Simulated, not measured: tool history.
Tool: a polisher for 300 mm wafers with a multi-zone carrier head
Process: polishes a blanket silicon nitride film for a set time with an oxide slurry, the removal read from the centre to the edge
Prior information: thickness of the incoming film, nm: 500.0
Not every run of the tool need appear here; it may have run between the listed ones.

run  hour  flow of slurry (ml/min)  pressure of the head's centre zone  pressure of the head's middle zone  pressure of the head's edge zone  abrasive content of the slurry  polishing time (s)  film removed at the wafer's centre (angstrom)  film removed at mid-radius (angstrom)  film removed at the wafer's edge (angstrom)
  1   0.0                      270                                1.00                                1.00                              1.00                            1.00                  63                                         247.45                                 251.21                                       263.21
  2   4.7                      270                                1.01                                0.95                              0.97                            0.90                  63                                         242.25                                 231.79                                       249.80
  3  11.5                      270                                1.01                                0.95                              0.97                            0.90                  69                                         271.61                                 252.76                                       274.71
  4  19.8                      265                                1.00                                0.92                              0.95                            0.80                  69                                         253.56                                 235.07                                       255.46
     28.3  -- slurry nozzle cleaned
  5  28.3                      265                                1.00                                0.92                              0.92                            0.80                  69                                         264.32                                 240.98                                       260.11
  6  30.5                      265                                1.05                                0.92                              0.92                            0.80                  69                                         278.45                                 246.19                                       252.02
  7  39.3                      260                                1.03                                0.89                              0.92                            0.70                  69                                         252.86                                 224.59                                       243.64

What will run 8 give?
  8  46.1                      255                                1.03                                0.87                              0.91                            0.65                  69                                              ?                                      ?                                            ?

{"run 8": {"film removed at the wafer's centre (angstrom)": 256.84, "film removed at mid-radius (angstrom)": 217.34, "film removed at the wafer's edge (angstrom)": 235.13}}

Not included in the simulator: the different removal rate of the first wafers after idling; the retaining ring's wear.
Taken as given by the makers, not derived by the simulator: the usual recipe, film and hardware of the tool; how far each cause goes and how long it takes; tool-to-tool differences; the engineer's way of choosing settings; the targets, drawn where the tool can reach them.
